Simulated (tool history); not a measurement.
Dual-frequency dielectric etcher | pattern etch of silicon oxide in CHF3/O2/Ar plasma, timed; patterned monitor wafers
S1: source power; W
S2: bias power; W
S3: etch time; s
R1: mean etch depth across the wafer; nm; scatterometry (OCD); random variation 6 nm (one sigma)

| run | hour | S1 | S2 | S3 | R1 |
|---|---|---|---|---|---|
| 1 | 0 | 880 | 178 | 425 | 986.04 |
| 2 | 8.1 | 880 | 178 | 425 | 980.95 |
| 3 | 14 | 770 | 178 | 425 | 952.17 |
| 4 | 20.5 | 800 | 183 | 426 | 971.08 |
| 5 | 24.2 | 680 | 183 | 426 | 928.8 |
| 6 | 33.2 | 720 | 187 | 426.5 | 952.21 |
| 7 | 40 | 760 | 190 | 427 | 970.47 |
| 8 | 46.3 | 790 | 193 | 427.5 | 987.37 |
| 9 | 52.3 | 820 | 196 | 428 | 1010.8 |
| 10 | 56.4 | 850 | 198 | 428 | 1028 |

Run 11 comes next. What will it give?
| 11 | 61.2 | 870 | 199 | 428 | ? |

R1: 1043.6 nm
